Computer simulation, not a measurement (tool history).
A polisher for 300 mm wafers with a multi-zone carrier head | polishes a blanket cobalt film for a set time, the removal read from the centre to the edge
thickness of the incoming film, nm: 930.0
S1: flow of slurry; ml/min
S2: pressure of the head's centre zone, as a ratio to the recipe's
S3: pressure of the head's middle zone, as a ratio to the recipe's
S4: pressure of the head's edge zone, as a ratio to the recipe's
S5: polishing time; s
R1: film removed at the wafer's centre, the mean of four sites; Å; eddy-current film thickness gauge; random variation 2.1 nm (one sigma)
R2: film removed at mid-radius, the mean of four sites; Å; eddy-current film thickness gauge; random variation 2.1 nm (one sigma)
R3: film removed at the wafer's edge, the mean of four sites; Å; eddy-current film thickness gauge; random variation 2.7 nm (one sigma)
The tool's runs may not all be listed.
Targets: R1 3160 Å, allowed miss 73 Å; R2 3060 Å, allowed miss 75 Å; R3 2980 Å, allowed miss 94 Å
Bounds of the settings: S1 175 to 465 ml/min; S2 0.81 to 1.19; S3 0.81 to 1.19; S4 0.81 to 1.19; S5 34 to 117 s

| run | hour | S1 | S2 | S3 | S4 | S5 | R1 | R2 | R3 |
|---|---|---|---|---|---|---|---|---|---|
| 1 | 0 | 295 | 1 | 1 | 1 | 75 | 3754.8 | 3837.5 | 3737.7 |
| 2 | 4.7 | 320 | 1 | 1 | 1 | 75 | 3844 | 3777 | 3774.4 |
| 3 | 11.2 | 310 | 1 | 0.98 | 0.97 | 73 | 3680.9 | 3671.9 | 3611.9 |
| 4 | 13.5 | 310 | 1.08 | 0.98 | 0.97 | 73 | 3989.8 | 3733.8 | 3661.5 |
| 5 | 17.7 | 310 | 1.08 | 0.95 | 0.97 | 73 | 3947.3 | 3569.4 | 3579.5 |
| 6 | 20.4 | 295 | 1.06 | 0.93 | 0.94 | 72 | 3858.7 | 3496.6 | 3457.5 |
| 7 | 28.6 | 285 | 1.03 | 0.91 | 0.92 | 71 | 3652.6 | 3371.6 | 3351.1 |
| 8 | 36.2 | 275 | 1.01 | 0.9 | 0.9 | 71 | 3544.9 | 3378.7 | 3301.3 |
| 9 | 41.7 | 270 | 1 | 0.89 | 0.89 | 70 | 3492 | 3249.9 | 3251.3 |
| 10 | 42.5 | 265 | 0.99 | 0.89 | 0.88 | 70 | 3439.6 | 3284.8 | 3232.8 |
| 11 | 48.2 | 265 | 0.99 | 0.89 | 0.88 | 70 | 3406.6 | 3274.2 | 3242.4 |
| 12 | 54.2 | 260 | 0.99 | 0.88 | 0.87 | 69 | 3370.7 | 3232.6 | 3145.3 |
| 13 | 57.6 | 255 | 0.98 | 0.87 | 0.86 | 69 | 3335.9 | 3177.6 | 3174.9 |
| 14 | 62.4 | 250 | 0.98 | 0.87 | 0.85 | 68 | 3288.2 | 3122.7 | 3080.3 |

Which of these 4 next moves meets every target?
| A | 67.2 | 200 | 0.97 | 0.96 | 0.81 | 68 | ? | ? | ? |
| B | 67.2 | 240 | 1.01 | 0.88 | 0.83 | 67 | ? | ? | ? |
| C | 67.2 | 300 | 1.01 | 0.86 | 0.82 | 66 | ? | ? | ? |
| D | 67.2 | 215 | 0.97 | 0.88 | 0.81 | 67 | ? | ? | ? |

| move | R1 | R2 | R3 |
|---|---|---|---|
| A | 3140.2 | 3213.9 | 2956.4 |
| B | 3306.5 | 3073.9 | 2999 |
| C | 3343.8 | 3059 | 2993 |
| D | 3126.6 | 3032.7 | 2936.7 |
A: brings the result that was furthest off to its target, and leaves another outside
B: further off than the last run
C: further off than the last run
D: meets every target
The right move is D.
